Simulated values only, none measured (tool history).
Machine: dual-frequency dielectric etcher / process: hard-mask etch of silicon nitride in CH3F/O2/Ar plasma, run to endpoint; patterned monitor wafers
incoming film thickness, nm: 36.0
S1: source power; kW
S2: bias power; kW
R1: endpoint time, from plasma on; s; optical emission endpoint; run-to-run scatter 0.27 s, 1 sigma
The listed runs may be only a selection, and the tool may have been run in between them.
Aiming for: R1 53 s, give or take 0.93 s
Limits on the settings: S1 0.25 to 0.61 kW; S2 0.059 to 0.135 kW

run 1 hour=0 | S1=0.43 S2=0.097 | R1=46.409
run 2 hour=2 | S1=0.43 S2=0.084 | R1=50.63
run 3 hour=5.8 | S1=0.42 S2=0.084 | R1=50.867
run 4 hour=14.4 | S1=0.42 S2=0.072 | R1=55.241
run 5 hour=18.4 | S1=0.42 S2=0.06 | R1=61.414
run 6 hour=24.1 | S1=0.38 S2=0.06 | R1=63.561
-- hour=32.9 source power generator calibrated
run 7 hour=32.9 | S1=0.38 S2=0.06 | R1=63.611
run 8 hour=33.8 | S1=0.43 S2=0.061 | R1=60.074
run 9 hour=40.2 | S1=0.43 S2=0.061 | R1=60.179
run 10 hour=47.9 | S1=0.47 S2=0.062 | R1=57.649
run 11 hour=50.7 | S1=0.5 S2=0.063 | R1=55.8
run 12 hour=51.4 | S1=0.52 S2=0.063 | R1=54.664
run 13 hour=52.1 | S1=0.53 S2=0.063 | R1=54.783

Next run, 5 choices. One meets every target within its allowed miss, the rest don't. Which?
run A hour=52.8 | S1=0.56 S2=0.068 | R1=?
run B hour=52.8 | S1=0.57 S2=0.07 | R1=?
run C hour=52.8 | S1=0.55 S2=0.07 | R1=?
run D hour=52.8 | S1=0.61 S2=0.067 | R1=?
run E hour=52.8 | S1=0.4 S2=0.079 | R1=?

move=A R1=51.475
move=B R1=50.328
move=C R1=50.964
move=D R1=50.355
move=E R1=53.1
A: the result that was furthest off in the last run now lies on the other side of its target
B: the result that was furthest off in the last run now lies on the other side of its target
C: the result that was furthest off in the last run now lies on the other side of its target
D: the result that was furthest off in the last run now lies on the other side of its target
E: all results in spec
The right move is E.
